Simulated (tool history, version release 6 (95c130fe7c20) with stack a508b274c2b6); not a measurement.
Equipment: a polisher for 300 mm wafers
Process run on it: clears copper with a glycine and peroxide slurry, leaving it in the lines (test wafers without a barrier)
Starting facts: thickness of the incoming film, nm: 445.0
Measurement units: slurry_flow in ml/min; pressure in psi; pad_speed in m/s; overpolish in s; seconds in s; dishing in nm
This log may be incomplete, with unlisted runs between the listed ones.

{"run": 1, "day": 0.0, "slurry_flow": 320, "pressure": 2.3, "pad_speed": 1.1, "overpolish": 29, "seconds": 73.385, "dishing": 76.644}
{"run": 2, "day": 0.062, "slurry_flow": 400, "pressure": 2.3, "pad_speed": 1.1, "overpolish": 29, "seconds": 73.613, "dishing": 81.144}
{"run": 3, "day": 0.238, "slurry_flow": 400, "pressure": 2.3, "pad_speed": 1.1, "overpolish": 22, "seconds": 71.127, "dishing": 68.03}
{"run": 4, "day": 0.358, "slurry_flow": 385, "pressure": 2.4, "pad_speed": 1.12, "overpolish": 18, "seconds": 68.616, "dishing": 59.712}
{"run": 5, "day": 0.45, "slurry_flow": 385, "pressure": 2.6, "pad_speed": 1.14, "overpolish": 16, "seconds": 63.099, "dishing": 57.558}
{"run": 6, "day": 0.708, "slurry_flow": 385, "pressure": 2.6, "pad_speed": 1.14, "overpolish": 24, "seconds": 63.095, "dishing": 75.641}
{"run": 7, "day": 0.858, "slurry_flow": 380, "pressure": 2.7, "pad_speed": 1.16, "overpolish": 21, "seconds": 60.16, "dishing": 72.292}
{"run": 8, "day": 1.212, "slurry_flow": 375, "pressure": 2.7, "pad_speed": 1.18, "overpolish": 18, "seconds": 59.94, "dishing": 67.598}
{"run": 9, "day": 1.288, "slurry_flow": 370, "pressure": 2.8, "pad_speed": 1.18, "overpolish": 16, "seconds": 56.638, "dishing": 62.571}

What will run 10 give?
{"run": 10, "day": 1.654, "slurry_flow": 365, "pressure": 2.8, "pad_speed": 1.18, "overpolish": 15, "seconds": "?", "dishing": "?"}

{"run 10": {"seconds": 58.791, "dishing": 59.287}}
